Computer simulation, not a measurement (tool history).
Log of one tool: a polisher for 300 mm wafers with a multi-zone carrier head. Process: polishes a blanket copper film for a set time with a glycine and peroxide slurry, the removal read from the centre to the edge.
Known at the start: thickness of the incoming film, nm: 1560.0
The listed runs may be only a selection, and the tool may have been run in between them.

run	hour	flow of slurry (ml/min)	pressure of the head's centre zone	pressure of the head's middle zone	pressure of the head's edge zone	polishing time (s)	film removed at the wafer's centre (Å)	film removed at mid-radius (Å)	film removed at the wafer's edge (Å)
1	0.0	275	1.00	1.00	1.00	47	2050.0	2091.3	2119.4
2	8.3	275	1.00	1.00	0.96	47	2065.1	2070.3	2088.4
3	10.4	275	1.00	0.98	0.95	46	2041.0	2025.6	2032.6
4	12.5	300	1.00	0.98	0.95	46	2056.3	2051.8	2065.2
5	18.8	245	1.00	0.98	0.95	46	2026.2	2006.4	1993.1
6	27.8	245	1.00	0.96	0.96	44	1898.0	1893.2	1935.2

Run 7 comes next. What will it give?
# hour 31.1: slurry nozzle cleaned
7	31.1	245	1.01	0.94	0.96	43	?	?	?

{"run 7": {"film removed at the wafer's centre (Å)": 1926.9, "film removed at mid-radius (Å)": 1903.8, "film removed at the wafer's edge (Å)": 1964.5}}
